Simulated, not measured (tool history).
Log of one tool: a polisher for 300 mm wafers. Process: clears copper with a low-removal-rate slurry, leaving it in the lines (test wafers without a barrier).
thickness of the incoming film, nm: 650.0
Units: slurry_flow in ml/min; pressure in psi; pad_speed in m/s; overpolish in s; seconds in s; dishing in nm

run  hour  slurry_flow  pressure  pad_speed  slurry_solids  overpolish  seconds  dishing
  1     0          225       3.8       1.22              1          22   152.03   59.693
  2   1.7          225       3.8       1.42              1          22   135.45   67.361
  3   2.4          225       3.8       1.42           1.05          22   137.38   65.798
  4   8.4          275       3.8       1.42           1.05          22   130.64   67.523
  5  14.1          275       3.8       1.42           1.05          13   130.72   46.129
  6  18.7          300       3.8       1.42           1.05          13   128.63   44.672

Forecast run 7:
  7  25.2          295       3.4        1.4           1.05          14        ?        ?

{"run 7": {"seconds": 150.62, "dishing": 42.998}}
